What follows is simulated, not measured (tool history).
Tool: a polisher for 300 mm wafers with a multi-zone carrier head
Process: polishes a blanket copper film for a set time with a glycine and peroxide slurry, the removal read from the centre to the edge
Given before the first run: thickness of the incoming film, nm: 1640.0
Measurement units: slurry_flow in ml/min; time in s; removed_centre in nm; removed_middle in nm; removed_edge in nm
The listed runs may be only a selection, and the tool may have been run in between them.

run  hour  slurry_flow  centre_zone  middle_zone  edge_zone  time  removed_centre  removed_middle  removed_edge
  1     0          270            1            1          1    63          338.57          347.93        340.52
  2   3.3          295            1            1          1    63          341.74          345.16        346.21
  3   5.6          295            1            1          1    70          379.35          385.47         383.6
  4  14.3          295         0.99         0.96       0.98    69          371.68          372.57        373.89
  5  15.2          345         0.99         0.96       0.98    69          374.33          376.78        383.41
  6  22.1          345         0.99         0.96       0.91    69          380.64             380        363.27

For run 7, what comes out?
  7  25.7          335         0.98         0.92       0.92    68               ?               ?             ?

{"run 7": {"removed_centre": 369.27, "removed_middle": 355.93, "removed_edge": 363.69}}
